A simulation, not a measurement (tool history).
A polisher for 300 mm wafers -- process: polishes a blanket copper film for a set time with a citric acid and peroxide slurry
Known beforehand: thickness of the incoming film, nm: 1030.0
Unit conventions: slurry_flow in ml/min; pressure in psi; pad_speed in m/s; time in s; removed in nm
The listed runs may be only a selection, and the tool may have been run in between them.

run 1 day=0.000 | slurry_flow=210 pressure=2.3 pad_speed=1.14 slurry_solids=1.0 time=68 | removed=162.88
run 2 day=0.083 | slurry_flow=220 pressure=2.6 pad_speed=1.14 slurry_solids=1.0 time=68 | removed=186.45
run 3 day=0.292 | slurry_flow=230 pressure=2.8 pad_speed=1.14 slurry_solids=1.0 time=68 | removed=196.58
run 4 day=0.533 | slurry_flow=260 pressure=2.8 pad_speed=1.14 slurry_solids=1.0 time=68 | removed=201.44
run 5 day=0.575 | slurry_flow=260 pressure=2.9 pad_speed=1.14 slurry_solids=1.0 time=68 | removed=209.88
run 6 day=0.771 | slurry_flow=260 pressure=2.9 pad_speed=1.14 slurry_solids=1.0 time=68 | removed=207.74

For run 7, what comes out?
run 7 day=1.083 | slurry_flow=260 pressure=3.0 pad_speed=1.14 slurry_solids=1.0 time=68 | removed=?

{"run 7": {"removed": 213.74}}

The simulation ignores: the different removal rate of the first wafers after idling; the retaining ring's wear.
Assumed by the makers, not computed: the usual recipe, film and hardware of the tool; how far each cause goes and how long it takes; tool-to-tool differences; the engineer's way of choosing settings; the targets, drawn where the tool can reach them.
